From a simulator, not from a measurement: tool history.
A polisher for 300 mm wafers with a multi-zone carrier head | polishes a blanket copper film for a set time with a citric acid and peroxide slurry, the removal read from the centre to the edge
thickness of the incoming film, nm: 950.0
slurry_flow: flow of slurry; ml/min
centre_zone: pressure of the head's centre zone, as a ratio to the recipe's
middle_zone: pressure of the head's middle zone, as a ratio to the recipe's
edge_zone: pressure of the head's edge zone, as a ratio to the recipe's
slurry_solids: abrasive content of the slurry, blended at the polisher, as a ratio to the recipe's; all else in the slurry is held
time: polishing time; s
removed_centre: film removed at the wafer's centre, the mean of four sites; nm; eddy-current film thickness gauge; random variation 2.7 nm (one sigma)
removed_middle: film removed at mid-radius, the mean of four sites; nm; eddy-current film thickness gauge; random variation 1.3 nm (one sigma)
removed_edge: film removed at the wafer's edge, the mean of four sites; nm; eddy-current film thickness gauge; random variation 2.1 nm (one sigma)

run 1 hour=0 | slurry_flow=150 centre_zone=1 middle_zone=1 edge_zone=1 slurry_solids=1 time=44 | removed_centre=127 removed_middle=130.6 removed_edge=128.37
run 2 hour=1.5 | slurry_flow=165 centre_zone=1.05 middle_zone=1.01 edge_zone=1.01 slurry_solids=1.15 time=46 | removed_centre=144.59 removed_middle=141.34 removed_edge=139.66
run 3 hour=4.9 | slurry_flow=175 centre_zone=1.09 middle_zone=1.02 edge_zone=1 slurry_solids=1.25 time=48 | removed_centre=162.87 removed_middle=152.56 removed_edge=148.56
run 4 hour=9 | slurry_flow=175 centre_zone=1.09 middle_zone=1.02 edge_zone=1 slurry_solids=1.4 time=48 | removed_centre=169.29 removed_middle=156.59 removed_edge=149.35
run 5 hour=16.6 | slurry_flow=185 centre_zone=1.12 middle_zone=1.03 edge_zone=1.02 slurry_solids=1.45 time=49 | removed_centre=180.73 removed_middle=160.61 removed_edge=155.04
run 6 hour=19.9 | slurry_flow=185 centre_zone=1.12 middle_zone=1.03 edge_zone=1.1 slurry_solids=1.45 time=49 | removed_centre=176.58 removed_middle=161.53 removed_edge=161.94

Forecast run 7:
run 7 hour=28.6 | slurry_flow=190 centre_zone=1.14 middle_zone=1.04 edge_zone=1.09 slurry_solids=1.45 time=50 | removed_centre=? removed_middle=? removed_edge=?

{"run 7": {"removed_centre": 186.67, "removed_middle": 169.21, "removed_edge": 170.34}}

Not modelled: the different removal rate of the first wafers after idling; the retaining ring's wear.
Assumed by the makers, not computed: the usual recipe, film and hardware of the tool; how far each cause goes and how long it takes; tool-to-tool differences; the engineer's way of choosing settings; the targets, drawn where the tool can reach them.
